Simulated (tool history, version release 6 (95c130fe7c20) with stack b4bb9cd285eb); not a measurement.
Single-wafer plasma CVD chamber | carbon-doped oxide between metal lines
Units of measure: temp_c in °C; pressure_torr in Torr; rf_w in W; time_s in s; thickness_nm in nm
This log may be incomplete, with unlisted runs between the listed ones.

run	hour	temp_c	pressure_torr	rf_w	time_s	thickness_nm
1	0	365	6.37	625	11.8	55.552
2	5	365	5.96	625	11.8	54.346
3	6.3	365	5.96	590	11.8	53.266
4	8.8	365	6.99	590	11.8	53.683
5	9.4	365	7.55	590	11.8	53.696
6	14.4	358	7.55	590	11.8	55.112
7	20.7	357	7.59	600	11.81	55.279
8	26.4	357	7.6	615	11.83	56.785
# hour 27.5: thermocouple changed; heater temperature recalibrated
9	27.5	356	7.64	625	11.84	56.292
10	36.2	356	7.65	640	11.87	57.235
11	43.5	356	7.66	650	11.89	58.34
12	46.5	356	7.68	655	11.9	58.628

For run 13, what comes out?
13	52.8	356	7.68	655	11.9	?

thickness_nm: 57.984 nm

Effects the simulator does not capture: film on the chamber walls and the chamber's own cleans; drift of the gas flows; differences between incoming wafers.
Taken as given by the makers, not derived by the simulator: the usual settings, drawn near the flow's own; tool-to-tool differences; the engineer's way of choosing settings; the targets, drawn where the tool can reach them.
